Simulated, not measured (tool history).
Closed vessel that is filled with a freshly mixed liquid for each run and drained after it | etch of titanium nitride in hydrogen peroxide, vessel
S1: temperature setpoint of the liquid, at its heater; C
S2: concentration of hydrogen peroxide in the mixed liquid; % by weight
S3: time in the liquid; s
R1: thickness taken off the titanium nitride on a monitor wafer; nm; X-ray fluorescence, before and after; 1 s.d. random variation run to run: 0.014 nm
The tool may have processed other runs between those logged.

run  hour    S1    S2   S3       R1
  1   0.0  45.0  16.0  260   8.7874
  2   4.4  45.0  14.5  260   8.6739
  3  10.6  42.0  14.5  260   6.8546
  4  12.4  47.0  14.5  260   9.9758
  5  17.2  49.5  14.5  260  12.0010
  6  20.4  54.5  14.5  260  17.1150
  7  22.5  49.0  14.5  260  11.5760
  8  29.4  45.0  14.5  260   8.5989
  9  33.1  45.0  14.5  260   8.5947
 10  37.1  45.0  14.5  260   8.6729
 11  41.9  42.0  14.5  260   6.8854
 12  48.5  40.0  14.5  260   5.8761
 13  55.9  38.5  14.5  260   5.2932
 14  61.0  32.5  14.5  260   3.2730

The next listed run, before its measurement:
 15  66.9  33.0  14.5  260   ?

Run 15 measured R1 3.4061 nm.
